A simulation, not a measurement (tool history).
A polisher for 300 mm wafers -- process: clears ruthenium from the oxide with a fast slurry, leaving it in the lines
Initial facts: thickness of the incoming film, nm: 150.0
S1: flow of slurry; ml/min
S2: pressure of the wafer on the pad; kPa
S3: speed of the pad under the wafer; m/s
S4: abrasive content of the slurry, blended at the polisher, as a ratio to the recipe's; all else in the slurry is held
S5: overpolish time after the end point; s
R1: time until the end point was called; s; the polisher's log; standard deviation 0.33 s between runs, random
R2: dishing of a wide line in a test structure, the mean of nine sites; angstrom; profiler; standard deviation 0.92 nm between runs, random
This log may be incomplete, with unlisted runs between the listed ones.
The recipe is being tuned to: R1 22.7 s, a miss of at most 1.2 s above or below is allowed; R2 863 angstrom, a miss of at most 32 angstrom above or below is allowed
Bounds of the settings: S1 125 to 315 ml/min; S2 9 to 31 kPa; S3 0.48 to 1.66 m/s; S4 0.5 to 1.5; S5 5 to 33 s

| run | hour | S1 | S2 | S3 | S4 | S5 | R1 | R2 |
|---|---|---|---|---|---|---|---|---|
| 1 | 0 | 205 | 20 | 1.06 | 1 | 17 | 34.748 | 523.9 |
| 2 | 2.6 | 205 | 16.5 | 1.06 | 1 | 17 | 40.161 | 465.56 |
| 3 | 5.5 | 205 | 18.6 | 1.06 | 1 | 18 | 37.029 | 513.22 |
| 4 | 6.5 | 205 | 20 | 1.06 | 1 | 18 | 34.922 | 541.73 |
| 5 | 12.6 | 205 | 21.4 | 1.06 | 1 | 18 | 32.23 | 560.8 |
| 6 | 18.1 | 205 | 22.1 | 1.06 | 1 | 19 | 31.563 | 606.67 |
| 7 | 22 | 205 | 22.8 | 1.06 | 1 | 19 | 30.325 | 614.28 |
| 8 | 24 | 200 | 28.3 | 1.1 | 1 | 23 | 25.023 | 811.35 |
| 9 | 32.4 | 205 | 28.3 | 1.1 | 1 | 23 | 24.889 | 805.04 |
| 10 | 33.6 | 205 | 29.6 | 1.1 | 1 | 23 | 24.221 | 825.51 |

Exercise: of the 5 proposed moves below, exactly one satisfies all targets within the stated allowed misses. Which move is it?
| A | 34.8 | 190 | 30.3 | 1.14 | 1 | 24 | ? | ? |
| B | 34.8 | 150 | 30.3 | 1.22 | 0.9 | 21 | ? | ? |
| C | 34.8 | 250 | 29.6 | 1.02 | 1.25 | 21 | ? | ? |
| D | 34.8 | 210 | 31 | 0.9 | 1.25 | 24 | ? | ? |
| E | 34.8 | 245 | 31 | 1.1 | 1.4 | 18 | ? | ? |

| move | R1 | R2 |
|---|---|---|
| A | 22.828 | 881.98 |
| B | 23.199 | 811.02 |
| C | 22.955 | 816.04 |
| D | 25.385 | 831.69 |
| E | 19.688 | 815.75 |
A: hits every target within its allowed miss
B: gets the furthest-off result to its target, but another result is out of tolerance
C: gets the furthest-off result to its target, but another result is out of tolerance
D: the biggest miss grows against the last run
E: takes the biggest miss from the last run beyond its target
Answer: A

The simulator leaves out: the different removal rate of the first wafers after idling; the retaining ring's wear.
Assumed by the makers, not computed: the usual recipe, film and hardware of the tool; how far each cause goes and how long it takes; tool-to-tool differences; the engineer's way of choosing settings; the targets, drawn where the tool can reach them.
